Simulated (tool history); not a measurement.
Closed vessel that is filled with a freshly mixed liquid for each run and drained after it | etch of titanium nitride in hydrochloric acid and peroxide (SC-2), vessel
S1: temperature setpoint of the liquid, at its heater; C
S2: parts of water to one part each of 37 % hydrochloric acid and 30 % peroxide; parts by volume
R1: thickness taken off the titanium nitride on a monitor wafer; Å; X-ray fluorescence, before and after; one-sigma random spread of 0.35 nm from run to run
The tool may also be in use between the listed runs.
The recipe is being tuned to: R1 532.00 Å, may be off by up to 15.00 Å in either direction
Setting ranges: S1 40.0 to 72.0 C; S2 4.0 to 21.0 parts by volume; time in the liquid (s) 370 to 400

run 1 hour=0.0 | S1=56.0 S2=11.5 time_in_the_liquid_(s)=370 | R1=136.31
run 2 hour=3.4 | S1=59.5 S2=11.5 time_in_the_liquid_(s)=370 | R1=169.62
run 3 hour=4.5 | S1=59.5 S2=13.0 time_in_the_liquid_(s)=370 | R1=152.84
run 4 hour=6.1 | S1=57.0 S2=13.0 time_in_the_liquid_(s)=370 | R1=131.42
run 5 hour=14.6 | S1=57.0 S2=13.0 time_in_the_liquid_(s)=400 | R1=141.95
run 6 hour=16.0 | S1=64.0 S2=13.0 time_in_the_liquid_(s)=400 | R1=219.07
run 7 hour=24.3 | S1=64.0 S2=13.0 time_in_the_liquid_(s)=400 | R1=219.48
run 8 hour=25.5 | S1=65.5 S2=12.0 time_in_the_liquid_(s)=400 | R1=253.94
run 9 hour=29.3 | S1=72.0 S2=7.0 time_in_the_liquid_(s)=400 | R1=587.30

Consider the 4 candidate settings below. Which is the only one whose results all fall within their allowed miss of target?
run A hour=33.1 | S1=72.0 S2=6.5 time_in_the_liquid_(s)=400 | R1=?
run B hour=33.1 | S1=72.0 S2=6.5 time_in_the_liquid_(s)=380 | R1=?
run C hour=33.1 | S1=71.5 S2=7.5 time_in_the_liquid_(s)=395 | R1=?
run D hour=33.1 | S1=72.0 S2=7.0 time_in_the_liquid_(s)=380 | R1=?

move=A R1=631.09
move=B R1=599.54
move=C R1=541.52
move=D R1=566.23
A: its largest miss is bigger than the last run's
B: its largest miss is bigger than the last run's
C: every result lands within tolerance
D: better than the last run, though not everything is in spec
C is the move that brings every result within its allowed miss.
